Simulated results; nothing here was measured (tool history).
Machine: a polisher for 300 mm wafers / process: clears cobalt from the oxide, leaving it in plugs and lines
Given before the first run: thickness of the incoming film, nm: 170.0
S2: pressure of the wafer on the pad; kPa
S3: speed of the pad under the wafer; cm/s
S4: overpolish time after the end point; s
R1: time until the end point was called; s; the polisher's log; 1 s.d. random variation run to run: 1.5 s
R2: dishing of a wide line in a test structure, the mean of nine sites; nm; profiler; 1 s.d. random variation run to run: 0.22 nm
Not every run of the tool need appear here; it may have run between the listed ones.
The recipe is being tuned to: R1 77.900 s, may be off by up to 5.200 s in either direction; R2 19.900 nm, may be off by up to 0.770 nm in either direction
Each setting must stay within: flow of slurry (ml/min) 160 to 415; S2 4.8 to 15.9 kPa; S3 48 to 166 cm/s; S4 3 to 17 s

run 1 day=0.000 | flow_of_slurry_(ml/min)=265 S2=10.3 S3=106 S4=9 | R1=44.046 R2=26.487
run 2 day=0.225 | flow_of_slurry_(ml/min)=265 S2=11.0 S3=106 S4=9 | R1=41.242 R2=27.491
run 3 day=0.571 | flow_of_slurry_(ml/min)=265 S2=10.3 S3=106 S4=9 | R1=44.314 R2=26.554
run 4 day=0.925 | flow_of_slurry_(ml/min)=235 S2=10.3 S3=106 S4=9 | R1=44.570 R2=25.592
run 5 day=1.296 | flow_of_slurry_(ml/min)=230 S2=9.7 S3=106 S4=9 | R1=46.819 R2=24.979
run 6 day=1.408 | flow_of_slurry_(ml/min)=230 S2=9.7 S3=106 S4=12 | R1=49.359 R2=30.825
run 7 day=1.733 | flow_of_slurry_(ml/min)=230 S2=9.0 S3=104 S4=12 | R1=51.560 R2=28.557
run 8 day=2.025 | flow_of_slurry_(ml/min)=230 S2=8.3 S3=102 S4=12 | R1=57.295 R2=27.150
run 9 day=2.275 | flow_of_slurry_(ml/min)=230 S2=7.6 S3=102 S4=12 | R1=61.087 R2=25.158
run 10 day=2.650 | flow_of_slurry_(ml/min)=230 S2=6.9 S3=102 S4=12 | R1=67.623 R2=23.395
run 11 day=2.750 | flow_of_slurry_(ml/min)=230 S2=6.2 S3=102 S4=12 | R1=75.642 R2=21.744
run 12 day=2.929 | flow_of_slurry_(ml/min)=230 S2=6.2 S3=102 S4=12 | R1=75.602 R2=21.916

Exercise: of the 4 proposed moves below, exactly one satisfies all targets within the stated allowed misses. Which move is it?
run A day=3.108 | flow_of_slurry_(ml/min)=245 S2=6.2 S3=110 S4=12 | R1=? R2=?
run B day=3.108 | flow_of_slurry_(ml/min)=225 S2=8.3 S3=70 S4=11 | R1=? R2=?
run C day=3.108 | flow_of_slurry_(ml/min)=265 S2=4.8 S3=128 S4=14 | R1=? R2=?
run D day=3.108 | flow_of_slurry_(ml/min)=285 S2=5.5 S3=108 S4=13 | R1=? R2=?

move=A R1=72.277 R2=23.599
move=B R1=79.516 R2=20.437
move=C R1=79.987 R2=24.597
move=D R1=80.824 R2=23.046
A: the biggest miss grows against the last run
B: meets every target
C: the biggest miss grows against the last run
D: the biggest miss grows against the last run
Answer: B
